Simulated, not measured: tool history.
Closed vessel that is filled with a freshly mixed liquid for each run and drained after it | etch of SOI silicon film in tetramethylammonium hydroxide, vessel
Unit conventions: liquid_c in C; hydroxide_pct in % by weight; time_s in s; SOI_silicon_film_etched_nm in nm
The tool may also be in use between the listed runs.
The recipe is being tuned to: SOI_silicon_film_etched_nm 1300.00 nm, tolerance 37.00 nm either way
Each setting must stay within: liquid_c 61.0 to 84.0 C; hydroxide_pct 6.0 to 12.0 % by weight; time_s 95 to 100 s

run    day  liquid_c  hydroxide_pct  time_s  SOI_silicon_film_etched_nm
  1  0.000      74.0            8.0      95                      746.00
  2  0.229      74.0            9.5      95                      695.84
  3  0.429      77.0            9.0      95                      858.28
  4  0.700      77.0            9.0      95                      845.52
  5  0.850      79.0            9.0      95                      959.82
  6  1.042      80.5            9.0      95                     1040.70
  7  1.350      81.5            9.0      95                     1117.90
  8  1.383      82.5            9.0      95                     1145.10
  9  1.621      83.0            8.5      95                     1225.90
 10  1.854      83.5            8.5      95                     1242.60

Which one of the following 5 next-run settings gets every result inside its allowed miss? There is exactly one.
  A  2.088      81.5            7.0      95                           ?
  B  2.088      83.5            9.0      95                           ?
  C  2.088      84.0            8.0      95                           ?
  D  2.088      84.0            9.5      95                           ?
  E  2.088      84.0           10.5      95                           ?

move  SOI_silicon_film_etched_nm
   A                     1187.80
   B                     1226.90
   C                     1311.80
   D                     1235.40
   E                     1190.70
A: moves away from the targets compared with the last run
B: moves away from the targets compared with the last run
C: each result inside its tolerance
D: moves away from the targets compared with the last run
E: moves away from the targets compared with the last run
Answer: C

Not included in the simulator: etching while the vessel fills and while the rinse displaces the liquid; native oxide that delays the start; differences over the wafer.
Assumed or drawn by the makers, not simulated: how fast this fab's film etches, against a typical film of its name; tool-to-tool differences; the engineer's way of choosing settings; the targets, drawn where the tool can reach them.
